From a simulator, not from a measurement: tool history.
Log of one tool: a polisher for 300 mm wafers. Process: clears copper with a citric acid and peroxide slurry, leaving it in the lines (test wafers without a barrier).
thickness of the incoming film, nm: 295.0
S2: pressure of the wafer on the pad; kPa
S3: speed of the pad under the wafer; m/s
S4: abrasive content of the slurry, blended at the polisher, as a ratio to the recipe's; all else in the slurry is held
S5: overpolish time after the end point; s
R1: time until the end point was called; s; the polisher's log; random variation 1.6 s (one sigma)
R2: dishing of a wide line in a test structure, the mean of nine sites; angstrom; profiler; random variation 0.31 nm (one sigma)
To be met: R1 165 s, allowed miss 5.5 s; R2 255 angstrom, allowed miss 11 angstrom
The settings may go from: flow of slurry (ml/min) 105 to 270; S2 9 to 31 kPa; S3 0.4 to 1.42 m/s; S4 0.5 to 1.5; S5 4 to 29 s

{"run": 1, "day": 0.0, "flow of slurry (ml/min)": 175, "S2": 20, "S3": 0.9, "S4": 1, "S5": 15, "R1": 192.69, "R2": 167.35}
{"run": 2, "day": 0.192, "flow of slurry (ml/min)": 175, "S2": 20.7, "S3": 0.9, "S4": 1, "S5": 16, "R1": 184.4, "R2": 179.09}
{"run": 3, "day": 0.533, "flow of slurry (ml/min)": 175, "S2": 24.8, "S3": 0.9, "S4": 1, "S5": 16, "R1": 158.14, "R2": 210.54}
{"run": 4, "day": 0.712, "flow of slurry (ml/min)": 175, "S2": 27.6, "S3": 0.9, "S4": 1, "S5": 16, "R1": 143.7, "R2": 220.97}
{"run": 5, "day": 0.804, "flow of slurry (ml/min)": 150, "S2": 27.6, "S3": 0.9, "S4": 1, "S5": 16, "R1": 151.68, "R2": 217.7}
{"run": 6, "day": 0.95, "flow of slurry (ml/min)": 145, "S2": 27.6, "S3": 0.9, "S4": 1, "S5": 17, "R1": 152.84, "R2": 224.66}
{"day": 1.171, "done": "slurry nozzle cleaned"}
{"run": 7, "day": 1.171, "flow of slurry (ml/min)": 140, "S2": 27.6, "S3": 0.9, "S4": 1, "S5": 17, "R1": 133.5, "R2": 246.22}
{"run": 8, "day": 1.504, "flow of slurry (ml/min)": 190, "S2": 26.9, "S3": 0.9, "S4": 1, "S5": 20, "R1": 130.08, "R2": 294.89}
{"run": 9, "day": 1.546, "flow of slurry (ml/min)": 180, "S2": 26.2, "S3": 0.9, "S4": 1, "S5": 20, "R1": 134.65, "R2": 284.17}

4 next moves are on the table. One of them brings every result within its allowed miss. Which?
{"run": "A", "day": 1.588, "flow of slurry (ml/min)": 185, "S2": 25.5, "S3": 0.84, "S4": 0.9, "S5": 18, "R1": "?", "R2": "?"}
{"run": "B", "day": 1.588, "flow of slurry (ml/min)": 120, "S2": 22.8, "S3": 0.98, "S4": 1, "S5": 18, "R1": "?", "R2": "?"}
{"run": "C", "day": 1.588, "flow of slurry (ml/min)": 225, "S2": 24.8, "S3": 0.82, "S4": 1, "S5": 19, "R1": "?", "R2": "?"}
{"run": "D", "day": 1.588, "flow of slurry (ml/min)": 175, "S2": 20, "S3": 0.9, "S4": 1.15, "S5": 22, "R1": "?", "R2": "?"}

move=A R1=151.05 R2=235.57
move=B R1=152.28 R2=233.27
move=C R1=149.93 R2=247.94
move=D R1=164.87 R2=257.28
A: nearer than the last run, and not there yet
B: nearer than the last run, and not there yet
C: nearer than the last run, and not there yet
D: meets every target
Answer: D

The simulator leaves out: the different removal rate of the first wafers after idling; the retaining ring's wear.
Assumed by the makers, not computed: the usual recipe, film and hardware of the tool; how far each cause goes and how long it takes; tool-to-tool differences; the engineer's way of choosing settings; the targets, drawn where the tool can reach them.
